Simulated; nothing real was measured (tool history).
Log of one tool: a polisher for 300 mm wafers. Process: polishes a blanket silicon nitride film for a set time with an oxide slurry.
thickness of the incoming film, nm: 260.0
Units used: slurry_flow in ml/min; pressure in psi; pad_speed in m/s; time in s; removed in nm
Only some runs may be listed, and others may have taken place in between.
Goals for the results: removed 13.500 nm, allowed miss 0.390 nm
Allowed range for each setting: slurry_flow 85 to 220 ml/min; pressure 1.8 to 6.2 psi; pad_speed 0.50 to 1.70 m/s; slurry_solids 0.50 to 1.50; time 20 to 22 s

{"run": 1, "hour": 0.0, "slurry_flow": 140, "pressure": 4.0, "pad_speed": 1.1, "slurry_solids": 1.0, "time": 22, "removed": 12.226}
{"run": 2, "hour": 3.4, "slurry_flow": 110, "pressure": 4.0, "pad_speed": 1.1, "slurry_solids": 1.0, "time": 22, "removed": 11.453}
{"run": 3, "hour": 8.3, "slurry_flow": 120, "pressure": 4.0, "pad_speed": 1.1, "slurry_solids": 1.0, "time": 22, "removed": 11.871}
{"run": 4, "hour": 14.6, "slurry_flow": 125, "pressure": 4.0, "pad_speed": 1.1, "slurry_solids": 1.0, "time": 22, "removed": 11.951}
{"run": 5, "hour": 17.0, "slurry_flow": 125, "pressure": 4.0, "pad_speed": 1.1, "slurry_solids": 0.8, "time": 22, "removed": 10.305}
{"run": 6, "hour": 23.7, "slurry_flow": 135, "pressure": 4.1, "pad_speed": 1.1, "slurry_solids": 0.8, "time": 22, "removed": 10.852}
{"run": 7, "hour": 28.6, "slurry_flow": 145, "pressure": 4.2, "pad_speed": 1.1, "slurry_solids": 0.8, "time": 22, "removed": 11.185}
{"run": 8, "hour": 32.7, "slurry_flow": 165, "pressure": 5.0, "pad_speed": 1.1, "slurry_solids": 0.8, "time": 22, "removed": 12.932}

4 next moves are on the table. One of them brings every result within its allowed miss. Which?
{"run": "A", "hour": 36.8, "slurry_flow": 165, "pressure": 4.7, "pad_speed": 1.08, "slurry_solids": 0.8, "time": 22, "removed": "?"}
{"run": "B", "hour": 36.8, "slurry_flow": 185, "pressure": 5.8, "pad_speed": 1.02, "slurry_solids": 0.75, "time": 20, "removed": "?"}
{"run": "C", "hour": 36.8, "slurry_flow": 180, "pressure": 5.5, "pad_speed": 1.24, "slurry_solids": 0.65, "time": 21, "removed": "?"}
{"run": "D", "hour": 36.8, "slurry_flow": 165, "pressure": 4.9, "pad_speed": 1.2, "slurry_solids": 0.8, "time": 22, "removed": "?"}

move=A removed=12.244
move=B removed=12.307
move=C removed=12.304
move=D removed=13.477
A: moves away from the targets compared with the last run
B: moves away from the targets compared with the last run
C: moves away from the targets compared with the last run
D: in spec on every target
D is the move that brings every result within its allowed miss.
